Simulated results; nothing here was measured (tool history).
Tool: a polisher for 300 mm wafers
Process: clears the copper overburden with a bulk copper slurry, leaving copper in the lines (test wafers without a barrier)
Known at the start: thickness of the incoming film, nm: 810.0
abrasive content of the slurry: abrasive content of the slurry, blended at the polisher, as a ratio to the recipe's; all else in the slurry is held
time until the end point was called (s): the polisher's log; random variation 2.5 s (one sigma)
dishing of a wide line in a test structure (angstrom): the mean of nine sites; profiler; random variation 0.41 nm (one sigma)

| run | hour | flow of slurry (ml/min) | pressure of the wafer on the pad (kPa) | speed of the pad under the wafer (cm/s) | abrasive content of the slurry | overpolish time after the end point (s) | time until the end point was called (s) | dishing of a wide line in a test structure (angstrom) |
|---|---|---|---|---|---|---|---|---|
| 1 | 0.0 | 260 | 22.8 | 114 | 1.0 | 13 | 62.152 | 777.72 |
| 2 | 6.7 | 255 | 20.7 | 104 | 1.0 | 12 | 73.307 | 649.45 |
| 3 | 10.2 | 255 | 20.7 | 80 | 1.0 | 12 | 91.051 | 557.80 |
| 4 | 12.7 | 255 | 20.7 | 80 | 1.0 | 7 | 89.670 | 379.04 |
| 5 | 17.7 | 255 | 19.3 | 76 | 1.0 | 7 | 101.670 | 348.31 |
| 6 | 20.7 | 255 | 17.9 | 74 | 1.0 | 7 | 110.920 | 326.41 |
| 7 | 24.7 | 255 | 16.5 | 72 | 1.0 | 7 | 122.020 | 298.45 |

The next listed run, before its measurement:
| 8 | 32.3 | 255 | 15.9 | 72 | 1.0 | 7 | ? | ? |

time until the end point was called (s): 127.500
dishing of a wide line in a test structure (angstrom): 286.08

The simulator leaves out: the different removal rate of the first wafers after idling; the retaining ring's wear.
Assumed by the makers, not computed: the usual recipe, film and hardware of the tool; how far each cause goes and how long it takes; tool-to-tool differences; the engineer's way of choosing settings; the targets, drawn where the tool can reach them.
